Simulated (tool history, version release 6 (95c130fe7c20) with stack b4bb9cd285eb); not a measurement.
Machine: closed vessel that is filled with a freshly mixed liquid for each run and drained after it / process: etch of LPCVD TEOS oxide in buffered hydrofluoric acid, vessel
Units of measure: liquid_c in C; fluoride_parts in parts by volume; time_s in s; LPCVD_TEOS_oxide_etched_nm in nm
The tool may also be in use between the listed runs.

{"run": 1, "hour": 0.0, "liquid_c": 25.0, "fluoride_parts": 18.0, "time_s": 30, "LPCVD_TEOS_oxide_etched_nm": 30.356}
{"run": 2, "hour": 4.0, "liquid_c": 26.5, "fluoride_parts": 16.0, "time_s": 30, "LPCVD_TEOS_oxide_etched_nm": 36.836}
{"run": 3, "hour": 7.0, "liquid_c": 28.5, "fluoride_parts": 16.0, "time_s": 30, "LPCVD_TEOS_oxide_etched_nm": 40.753}
{"run": 4, "hour": 14.7, "liquid_c": 28.5, "fluoride_parts": 16.0, "time_s": 30, "LPCVD_TEOS_oxide_etched_nm": 41.637}
{"run": 5, "hour": 17.6, "liquid_c": 29.0, "fluoride_parts": 14.5, "time_s": 30, "LPCVD_TEOS_oxide_etched_nm": 47.175}
{"run": 6, "hour": 21.9, "liquid_c": 29.0, "fluoride_parts": 14.5, "time_s": 30, "LPCVD_TEOS_oxide_etched_nm": 47.472}
{"hour": 26.9, "done": "thermometer replaced"}
{"run": 7, "hour": 26.9, "liquid_c": 29.5, "fluoride_parts": 13.5, "time_s": 30, "LPCVD_TEOS_oxide_etched_nm": 54.165}

Forecast run 8:
{"run": 8, "hour": 32.4, "liquid_c": 29.5, "fluoride_parts": 13.5, "time_s": 30, "LPCVD_TEOS_oxide_etched_nm": "?"}

Run 8 yielded LPCVD_TEOS_oxide_etched_nm 54.079 nm.
